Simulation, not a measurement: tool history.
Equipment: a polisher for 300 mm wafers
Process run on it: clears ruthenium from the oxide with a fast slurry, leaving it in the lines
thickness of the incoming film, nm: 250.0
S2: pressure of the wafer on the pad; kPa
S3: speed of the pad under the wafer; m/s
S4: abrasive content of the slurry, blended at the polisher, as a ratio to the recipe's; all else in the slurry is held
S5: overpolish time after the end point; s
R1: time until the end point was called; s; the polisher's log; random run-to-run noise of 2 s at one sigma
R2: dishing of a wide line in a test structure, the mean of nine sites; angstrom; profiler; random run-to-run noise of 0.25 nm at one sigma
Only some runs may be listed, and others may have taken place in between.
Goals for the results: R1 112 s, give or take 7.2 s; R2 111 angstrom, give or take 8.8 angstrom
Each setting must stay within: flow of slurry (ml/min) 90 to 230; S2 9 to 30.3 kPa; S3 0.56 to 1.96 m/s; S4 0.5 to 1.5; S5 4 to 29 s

{"run": 1, "day": 0.0, "flow of slurry (ml/min)": 150, "S2": 19.3, "S3": 1.26, "S4": 1, "S5": 15, "R1": 56.495, "R2": 469.5}
{"run": 2, "day": 0.229, "flow of slurry (ml/min)": 150, "S2": 19.3, "S3": 1.26, "S4": 0.85, "S5": 15, "R1": 63.271, "R2": 439.65}
{"run": 3, "day": 0.475, "flow of slurry (ml/min)": 150, "S2": 19.3, "S3": 1.26, "S4": 0.85, "S5": 21, "R1": 66.187, "R2": 583.42}
{"run": 4, "day": 0.85, "flow of slurry (ml/min)": 150, "S2": 22.1, "S3": 1.26, "S4": 0.85, "S5": 21, "R1": 57.494, "R2": 636.23}
{"run": 5, "day": 1.092, "flow of slurry (ml/min)": 130, "S2": 20, "S3": 1.02, "S4": 0.85, "S5": 15, "R1": 80.314, "R2": 369.29}
{"day": 1.254, "done": "slurry blender recalibrated"}
{"run": 6, "day": 1.254, "flow of slurry (ml/min)": 130, "S2": 20, "S3": 1.02, "S4": 0.85, "S5": 9, "R1": 67.852, "R2": 259.7}
{"run": 7, "day": 1.492, "flow of slurry (ml/min)": 130, "S2": 14.5, "S3": 0.88, "S4": 0.85, "S5": 4, "R1": 103.92, "R2": 81.484}
{"run": 8, "day": 1.704, "flow of slurry (ml/min)": 115, "S2": 15.2, "S3": 0.8, "S4": 0.75, "S5": 9, "R1": 122.42, "R2": 154.55}

Below are 5 possible settings for the next run. Only one of them brings all results inside the allowed miss of their targets. Which is it?
{"run": "A", "day": 1.917, "flow of slurry (ml/min)": 90, "S2": 30.3, "S3": 0.94, "S4": 0.5, "S5": 6, "R1": "?", "R2": "?"}
{"run": "B", "day": 1.917, "flow of slurry (ml/min)": 110, "S2": 15.9, "S3": 0.7, "S4": 0.75, "S5": 9, "R1": "?", "R2": "?"}
{"run": "C", "day": 1.917, "flow of slurry (ml/min)": 100, "S2": 9.7, "S3": 1.2, "S4": 0.7, "S5": 6, "R1": "?", "R2": "?"}
{"run": "D", "day": 1.917, "flow of slurry (ml/min)": 120, "S2": 14.5, "S3": 1.22, "S4": 0.7, "S5": 4, "R1": "?", "R2": "?"}
{"run": "E", "day": 1.917, "flow of slurry (ml/min)": 140, "S2": 16.5, "S3": 0.7, "S4": 0.75, "S5": 7, "R1": "?", "R2": "?"}

move=A R1=114.04 R2=111.19
move=B R1=135.9 R2=138.78
move=C R1=128.37 R2=99.136
move=D R1=91.174 R2=93.223
move=E R1=126.97 R2=116.33
A: all results land within tolerance of their targets
B: gains on the last run, yet a result remains outside its allowed miss
C: pushes the last run's worst result past its target
D: pushes the last run's worst result past its target
E: brings the last run's worst result on target, with another outside its allowed miss
Correct choice: A, which meets every target

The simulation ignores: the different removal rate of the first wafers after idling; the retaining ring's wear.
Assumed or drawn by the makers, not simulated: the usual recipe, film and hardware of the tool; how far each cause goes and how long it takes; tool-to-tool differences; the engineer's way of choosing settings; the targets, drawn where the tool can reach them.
